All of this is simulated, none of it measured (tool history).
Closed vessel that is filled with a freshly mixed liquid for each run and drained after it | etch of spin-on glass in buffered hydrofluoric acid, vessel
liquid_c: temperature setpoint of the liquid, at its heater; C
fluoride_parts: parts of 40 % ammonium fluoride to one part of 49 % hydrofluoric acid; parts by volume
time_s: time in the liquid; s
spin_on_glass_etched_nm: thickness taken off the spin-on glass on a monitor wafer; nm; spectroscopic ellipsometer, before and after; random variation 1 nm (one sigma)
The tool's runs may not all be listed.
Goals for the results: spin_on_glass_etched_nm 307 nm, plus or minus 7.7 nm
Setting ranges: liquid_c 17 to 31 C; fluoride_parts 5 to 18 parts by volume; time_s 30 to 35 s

run    day  liquid_c  fluoride_parts  time_s  spin_on_glass_etched_nm
  1      0        23              11      35                    175.6
  2  0.312        23               8      35                   234.69
  3  0.654        26               8      35                   275.81
  4  0.888        26             5.5      35                   391.61
  5  1.188      25.5             5.5      35                   379.54
  6  1.496        24             5.5      35                   352.53
  7  1.796      23.5             5.5      35                   341.12
  8    2.1        23             5.5      35                   332.87
  9  2.392      22.5             5.5      35                   325.29

Below are 4 possible settings for the next run. Only one of them brings all results inside the allowed miss of their targets. Which is it?
  A  2.683      23.5             5.5      35                        ?
  B  2.683      22.5               5      35                        ?
  C  2.683      21.5             5.5      35                        ?
  D  2.683        21               5      35                        ?

move  spin_on_glass_etched_nm
   A                    340.6
   B                   349.38
   C                   304.92
   D                   321.43
A: lands further from the targets than the last run did
B: lands further from the targets than the last run did
C: meets every target
D: closes in on the targets versus the last run, not all within tolerance yet
Answer: C
